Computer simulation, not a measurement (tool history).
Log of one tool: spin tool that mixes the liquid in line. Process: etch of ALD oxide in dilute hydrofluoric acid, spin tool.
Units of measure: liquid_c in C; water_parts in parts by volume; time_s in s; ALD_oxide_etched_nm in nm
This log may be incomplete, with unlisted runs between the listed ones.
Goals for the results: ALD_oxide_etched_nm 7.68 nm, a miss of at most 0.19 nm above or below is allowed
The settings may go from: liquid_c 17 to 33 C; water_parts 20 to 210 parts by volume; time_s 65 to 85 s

| run | hour | liquid_c | water_parts | time_s | ALD_oxide_etched_nm |
|---|---|---|---|---|---|
| 1 | 0 | 25 | 115 | 85 | 9.4436 |
| 2 | 2.8 | 25 | 115 | 85 | 9.4498 |
| 3 | 4.6 | 28 | 115 | 85 | 10.625 |
| 4 | 5.2 | 28 | 115 | 85 | 10.626 |
| 5 | 8.4 | 26.5 | 115 | 85 | 10.117 |
| 6 | 15.9 | 26.5 | 115 | 85 | 9.9913 |
| 7 | 21.4 | 24.5 | 115 | 85 | 9.2355 |
| 8 | 28.6 | 23 | 115 | 85 | 8.8955 |
| 9 | 35.6 | 21.5 | 115 | 85 | 8.2447 |
| 10 | 37.8 | 21 | 115 | 85 | 8.125 |
| 11 | 40 | 20.5 | 115 | 85 | 7.8931 |

Next run, 5 choices. One meets every target within its allowed miss, the rest don't. Which?
| A | 42.2 | 19.5 | 110 | 85 | ? |
| B | 42.2 | 20 | 110 | 85 | ? |
| C | 42.2 | 21 | 120 | 85 | ? |
| D | 42.2 | 20 | 105 | 80 | ? |
| E | 42.2 | 19.5 | 120 | 85 | ? |

| move | ALD_oxide_etched_nm |
|---|---|
| A | 7.9577 |
| B | 8.1222 |
| C | 7.6678 |
| D | 8.0527 |
| E | 7.2163 |
A: the biggest miss grows against the last run
B: the biggest miss grows against the last run
C: in spec on every target
D: the biggest miss grows against the last run
E: takes the biggest miss from the last run beyond its target
Move C is the one to make.
